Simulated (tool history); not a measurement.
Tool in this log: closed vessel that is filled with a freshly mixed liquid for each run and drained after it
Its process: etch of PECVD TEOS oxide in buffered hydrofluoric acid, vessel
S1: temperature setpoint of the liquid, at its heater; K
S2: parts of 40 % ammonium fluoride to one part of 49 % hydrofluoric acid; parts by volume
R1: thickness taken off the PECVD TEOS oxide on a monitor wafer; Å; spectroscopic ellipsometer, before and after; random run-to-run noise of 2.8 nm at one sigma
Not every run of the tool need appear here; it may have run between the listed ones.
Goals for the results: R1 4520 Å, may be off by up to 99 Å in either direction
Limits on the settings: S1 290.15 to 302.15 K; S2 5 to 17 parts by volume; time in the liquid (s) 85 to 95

Run 1, hour 0: S1 294.15 K, S2 10.5 parts by volume, time in the liquid (s) 85. Result: R1 2088.2 Å.
Run 2, hour 7.8: S1 294.15 K, S2 10.5 parts by volume, time in the liquid (s) 95. Result: R1 2335.1 Å.
Run 3, hour 8.4: S1 294.15 K, S2 9 parts by volume, time in the liquid (s) 95. Result: R1 2602.2 Å.
Run 4, hour 15.2: S1 294.15 K, S2 9 parts by volume, time in the liquid (s) 85. Result: R1 2321.9 Å.
Run 5, hour 20.2: S1 295.65 K, S2 8.5 parts by volume, time in the liquid (s) 85. Result: R1 2688 Å.
Run 6, hour 24.5: S1 297.15 K, S2 8.5 parts by volume, time in the liquid (s) 85. Result: R1 2917.5 Å.
Run 7, hour 25.5: S1 301.15 K, S2 6 parts by volume, time in the liquid (s) 85. Result: R1 5165.5 Å.
Run 8, hour 32.9: S1 300.65 K, S2 6 parts by volume, time in the liquid (s) 85. Result: R1 4947.7 Å.

4 next moves are on the table. One of them brings every result within its allowed miss. Which?
Run A, hour 40.3: S1 300.15 K, S2 7 parts by volume, time in the liquid (s) 90. Result: R1 ?.
Run B, hour 40.3: S1 301.65 K, S2 6 parts by volume, time in the liquid (s) 90. Result: R1 ?.
Run C, hour 40.3: S1 300.15 K, S2 7 parts by volume, time in the liquid (s) 95. Result: R1 ?.
Run D, hour 40.3: S1 300.15 K, S2 7.5 parts by volume, time in the liquid (s) 90. Result: R1 ?.

move      R1
   A  4472.3
   B  5534.5
   C  4720.8
   D  4151.7
A: every result lands within tolerance
B: moves away from the targets compared with the last run
C: closer than the last run, but not yet in spec
D: pushes the last run's worst result past its target
Move A is the one to make.
